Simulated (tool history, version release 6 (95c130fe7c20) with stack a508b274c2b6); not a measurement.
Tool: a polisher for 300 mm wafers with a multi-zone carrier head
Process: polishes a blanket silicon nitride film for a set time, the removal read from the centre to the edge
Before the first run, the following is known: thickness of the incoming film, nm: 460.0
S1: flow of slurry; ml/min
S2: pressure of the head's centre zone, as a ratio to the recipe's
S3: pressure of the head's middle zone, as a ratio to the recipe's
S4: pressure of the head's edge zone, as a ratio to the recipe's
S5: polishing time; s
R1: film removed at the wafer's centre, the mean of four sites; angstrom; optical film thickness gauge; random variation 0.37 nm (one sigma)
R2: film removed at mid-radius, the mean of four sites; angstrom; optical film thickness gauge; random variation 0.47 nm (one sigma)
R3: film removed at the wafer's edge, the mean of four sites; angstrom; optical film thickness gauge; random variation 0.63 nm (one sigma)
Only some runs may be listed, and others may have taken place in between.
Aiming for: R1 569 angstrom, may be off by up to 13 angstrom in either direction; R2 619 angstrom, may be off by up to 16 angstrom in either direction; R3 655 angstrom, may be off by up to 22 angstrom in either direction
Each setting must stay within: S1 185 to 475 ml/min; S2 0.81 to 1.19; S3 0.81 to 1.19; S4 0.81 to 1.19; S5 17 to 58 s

run,hour,S1,S2,S3,S4,S5,R1,R2,R3
1,0,305,1,1,1,37,434.2,436.91,440.19
2,5.1,305,1,1,1,31,365.61,371.62,369.16
3,12.8,305,1,1,1,39,452.84,456.07,459.56
4,15.3,305,1,1,1.05,39,458.09,462.71,466.93
5,21.7,305,1,1,1.09,39,457.65,461.12,486.17
6,24.9,305,1,1,1.14,39,453.58,453.68,488.96
7,32.4,305,0.99,1.02,1.15,42,485.73,501.4,525.5
8,35.5,310,0.97,1.02,1.16,45,515.99,543.83,574.2

Below are 5 possible settings for the next run. Only one of them brings all results inside the allowed miss of their targets. Which is it?
A,38.6,310,0.88,1.06,1.15,42,?,?,?
B,38.6,370,0.97,1.19,1.05,48,?,?,?
C,38.6,315,0.92,1.01,1.17,41,?,?,?
D,38.6,465,1.19,1.19,1.03,40,?,?,?
E,38.6,330,0.95,1.03,1.19,51,?,?,?

move,R1,R2,R3
A,435,521.75,530.05
B,558.79,669.11,587.74
C,444.73,489.53,522.57
D,582.73,566.4,492.07
E,574.31,621.8,657.29
A: lands further from the targets than the last run did
B: the result that was furthest off in the last run now lies on the other side of its target
C: lands further from the targets than the last run did
D: lands further from the targets than the last run did
E: hits every target within its allowed miss
So the answer is move E, the one that meets all the targets.

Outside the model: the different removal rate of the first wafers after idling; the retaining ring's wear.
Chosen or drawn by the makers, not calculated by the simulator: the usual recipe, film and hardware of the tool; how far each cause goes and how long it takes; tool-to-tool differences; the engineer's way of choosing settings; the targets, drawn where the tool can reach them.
